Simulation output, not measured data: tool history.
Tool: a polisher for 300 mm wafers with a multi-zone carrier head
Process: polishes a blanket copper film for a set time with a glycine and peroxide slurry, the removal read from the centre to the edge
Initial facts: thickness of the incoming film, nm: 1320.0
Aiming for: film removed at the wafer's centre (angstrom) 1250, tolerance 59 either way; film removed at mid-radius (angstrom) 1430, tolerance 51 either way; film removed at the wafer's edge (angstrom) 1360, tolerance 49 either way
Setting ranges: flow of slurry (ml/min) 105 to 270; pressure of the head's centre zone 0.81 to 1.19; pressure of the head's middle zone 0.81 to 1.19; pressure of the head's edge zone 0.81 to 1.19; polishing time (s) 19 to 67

run,hour,flow of slurry (ml/min),pressure of the head's centre zone,pressure of the head's middle zone,pressure of the head's edge zone,polishing time (s),film removed at the wafer's centre (angstrom),film removed at mid-radius (angstrom),film removed at the wafer's edge (angstrom)
1,0,175,1,1,1,43,2340.7,2524,2541.5
2,8.7,170,0.99,1,0.98,39,2072.7,2265.3,2248.6
3,16.8,155,0.99,1,0.98,39,2084.4,2230.8,2267.5
4,22.8,175,0.99,1,0.98,39,2152.4,2229.9,2304.9
5,23.5,165,0.98,1.02,0.96,36,1934.2,2098.6,2078.1
6,32.3,165,0.98,1.02,0.96,27,1486.7,1589.3,1547.1
7,35.9,165,0.97,1.02,0.95,26,1359.7,1505.7,1508.5
# hour 39.1: centre zone pressure recalibrated
8,39.1,140,1,1.06,0.85,24,1318,1395.6,1294.4

Of the 4 settings listed for the next run, only one would bring every result within its allowed miss of target. Which one?
A,42.3,150,0.9,1.06,0.92,24,?,?,?
B,42.3,145,0.98,1.12,0.85,22,?,?,?
C,42.3,105,0.93,0.87,0.92,26,?,?,?
D,42.3,160,1.17,1.18,0.81,22,?,?,?

move,film removed at the wafer's centre (angstrom),film removed at mid-radius (angstrom),film removed at the wafer's edge (angstrom)
A,1220.6,1413.7,1354.7
B,1199.8,1331.9,1195.4
C,1268.1,1287.3,1407.6
D,1431.9,1394.7,1184.1
A: all results in spec
B: the biggest miss grows against the last run
C: the worst result of the last run now meets its target, but another is out of spec
D: the biggest miss grows against the last run
The move that meets every target is A.
